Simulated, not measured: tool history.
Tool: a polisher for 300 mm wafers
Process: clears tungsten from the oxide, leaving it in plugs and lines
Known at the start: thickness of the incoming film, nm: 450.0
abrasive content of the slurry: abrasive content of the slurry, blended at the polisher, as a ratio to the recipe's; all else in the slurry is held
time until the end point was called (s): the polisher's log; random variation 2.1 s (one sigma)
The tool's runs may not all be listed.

| run | day | flow of slurry (ml/min) | pressure of the wafer on the pad (kPa) | speed of the pad under the wafer (m/s) | abrasive content of the slurry | overpolish time after the end point (s) | time until the end point was called (s) |
|---|---|---|---|---|---|---|---|
| 1 | 0 | 310 | 26.2 | 1.16 | 1 | 8 | 93.527 |
| 2 | 0.258 | 310 | 22.8 | 1.16 | 1 | 8 | 103.35 |
| 3 | 0.546 | 310 | 20.7 | 1.14 | 1 | 8 | 120.95 |
| 4 | 0.796 | 310 | 20.7 | 1.14 | 0.85 | 8 | 122.97 |
| 5 | 0.846 | 350 | 20.7 | 1.14 | 0.85 | 8 | 122.75 |
| 6 | 1.083 | 350 | 25.5 | 1.14 | 0.85 | 8 | 99.741 |

Forecast run 7:
| 7 | 1.388 | 350 | 23.4 | 1.14 | 0.85 | 8 | ? |

{"run 7": {"time until the end point was called (s)": 107.72}}
